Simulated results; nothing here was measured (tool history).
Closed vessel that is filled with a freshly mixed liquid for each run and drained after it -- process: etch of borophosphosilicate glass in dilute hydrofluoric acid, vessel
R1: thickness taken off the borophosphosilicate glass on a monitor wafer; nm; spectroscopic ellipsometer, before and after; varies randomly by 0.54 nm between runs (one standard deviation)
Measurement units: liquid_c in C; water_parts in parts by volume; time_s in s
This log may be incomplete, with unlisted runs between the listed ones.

Run 1, hour 0: liquid_c 22 C, water_parts 245 parts by volume, time_s 445 s. Result: R1 40.522 nm.
Run 2, hour 2.1: liquid_c 22 C, water_parts 200 parts by volume, time_s 445 s. Result: R1 51.452 nm.
Run 3, hour 9.7: liquid_c 23 C, water_parts 200 parts by volume, time_s 445 s. Result: R1 53.247 nm.
Run 4, hour 17.9: liquid_c 23.5 C, water_parts 200 parts by volume, time_s 445 s. Result: R1 54.144 nm.
Run 5, hour 19.7: liquid_c 21 C, water_parts 200 parts by volume, time_s 445 s. Result: R1 48.984 nm.
Run 6, hour 26.7: liquid_c 21 C, water_parts 145 parts by volume, time_s 445 s. Result: R1 71.68 nm.

For run 7, what comes out?
Run 7, hour 31.3: liquid_c 20.5 C, water_parts 145 parts by volume, time_s 445 s. Result: R1 ?.

{"run 7": {"R1": 71.19}}

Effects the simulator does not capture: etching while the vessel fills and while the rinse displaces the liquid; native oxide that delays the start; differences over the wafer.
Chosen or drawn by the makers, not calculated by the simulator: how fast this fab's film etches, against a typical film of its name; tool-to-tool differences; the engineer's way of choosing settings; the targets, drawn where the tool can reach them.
